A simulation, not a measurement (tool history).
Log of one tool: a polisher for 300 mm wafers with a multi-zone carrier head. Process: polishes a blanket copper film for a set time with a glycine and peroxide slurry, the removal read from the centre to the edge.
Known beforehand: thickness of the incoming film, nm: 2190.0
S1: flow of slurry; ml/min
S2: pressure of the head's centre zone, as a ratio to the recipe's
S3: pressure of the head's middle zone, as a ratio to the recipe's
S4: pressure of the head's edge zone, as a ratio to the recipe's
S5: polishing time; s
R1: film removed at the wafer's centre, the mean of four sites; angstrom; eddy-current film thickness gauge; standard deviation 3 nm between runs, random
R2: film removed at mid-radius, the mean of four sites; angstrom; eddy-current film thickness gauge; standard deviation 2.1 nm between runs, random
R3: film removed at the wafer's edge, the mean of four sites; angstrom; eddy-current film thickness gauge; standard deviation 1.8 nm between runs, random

run,day,S1,S2,S3,S4,S5,R1,R2,R3
1,0.000,240,1.00,1.00,1.00,39,1488.6,1481.7,1485.0
2,0.362,240,1.00,1.00,0.92,39,1508.6,1519.1,1421.1
3,0.517,240,1.00,1.00,0.92,34,1323.2,1308.3,1256.8
4,0.708,240,1.07,1.00,0.92,34,1354.0,1292.8,1285.5
5,1.067,240,1.07,1.05,0.92,34,1359.8,1364.5,1290.3
6,1.258,260,1.11,1.03,0.94,38,1602.3,1514.0,1455.4
7,1.483,275,1.14,1.03,0.99,40,1791.0,1624.6,1530.3
8,1.825,240,1.13,1.01,1.01,43,1836.3,1701.2,1655.6

What will run 9 give?
9,1.883,235,1.14,0.99,1.04,45,?,?,?

{"run 9": {"R1": 1978.3, "R2": 1736.8, "R3": 1723.0}}

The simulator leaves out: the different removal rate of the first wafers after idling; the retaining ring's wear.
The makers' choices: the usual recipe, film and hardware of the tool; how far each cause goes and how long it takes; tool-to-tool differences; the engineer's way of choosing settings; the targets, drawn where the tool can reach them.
